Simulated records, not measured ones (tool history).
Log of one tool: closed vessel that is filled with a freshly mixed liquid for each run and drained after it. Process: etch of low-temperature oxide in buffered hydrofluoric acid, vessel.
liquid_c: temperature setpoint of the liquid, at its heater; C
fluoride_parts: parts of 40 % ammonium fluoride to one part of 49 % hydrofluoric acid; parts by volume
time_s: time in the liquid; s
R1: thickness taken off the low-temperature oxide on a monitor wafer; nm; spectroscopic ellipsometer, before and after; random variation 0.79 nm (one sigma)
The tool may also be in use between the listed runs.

Run 1, day 0: liquid_c 22 C, fluoride_parts 7.5 parts by volume, time_s 30 s. Result: R1 94.694 nm.
Run 2, day 0.229: liquid_c 18.5 C, fluoride_parts 7.5 parts by volume, time_s 30 s. Result: R1 77.886 nm.
Run 3, day 0.446: liquid_c 18.5 C, fluoride_parts 7.5 parts by volume, time_s 30 s. Result: R1 78.123 nm.
Run 4, day 0.738: liquid_c 20.5 C, fluoride_parts 7.5 parts by volume, time_s 30 s. Result: R1 87.284 nm.
Run 5, day 1.033: liquid_c 20.5 C, fluoride_parts 9.5 parts by volume, time_s 30 s. Result: R1 69.044 nm.
Run 6, day 1.125: liquid_c 22.5 C, fluoride_parts 9.5 parts by volume, time_s 30 s. Result: R1 76.538 nm.
Run 7, day 1.433: liquid_c 24 C, fluoride_parts 9.5 parts by volume, time_s 30 s. Result: R1 83.598 nm.
Run 8, day 1.621: liquid_c 28 C, fluoride_parts 8.5 parts by volume, time_s 30 s. Result: R1 114.18 nm.

Run 9 comes next. What will it give?
Run 9, day 1.721: liquid_c 28.5 C, fluoride_parts 8.5 parts by volume, time_s 30 s. Result: R1 ?.

{"run 9": {"R1": 116.02}}
